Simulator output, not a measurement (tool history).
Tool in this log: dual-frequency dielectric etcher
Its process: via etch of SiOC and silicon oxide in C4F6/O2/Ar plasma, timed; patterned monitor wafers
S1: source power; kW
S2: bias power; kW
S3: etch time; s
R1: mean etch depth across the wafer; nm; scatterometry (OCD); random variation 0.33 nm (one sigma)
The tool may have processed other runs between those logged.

run,day,S1,S2,S3,R1
1,0.000,0.360,0.188,99.0,106.53
2,0.117,0.340,0.187,99.0,103.22
3,0.488,0.340,0.157,99.0,98.33
4,0.679,0.340,0.157,103.5,103.37
5,0.708,0.340,0.157,103.5,102.96
6,0.738,0.340,0.157,103.5,103.06

Estimate the outcome of run 7 from the log above:
7,1.004,0.330,0.156,103.5,?

For run 7 the tool returned R1 101.49 nm.

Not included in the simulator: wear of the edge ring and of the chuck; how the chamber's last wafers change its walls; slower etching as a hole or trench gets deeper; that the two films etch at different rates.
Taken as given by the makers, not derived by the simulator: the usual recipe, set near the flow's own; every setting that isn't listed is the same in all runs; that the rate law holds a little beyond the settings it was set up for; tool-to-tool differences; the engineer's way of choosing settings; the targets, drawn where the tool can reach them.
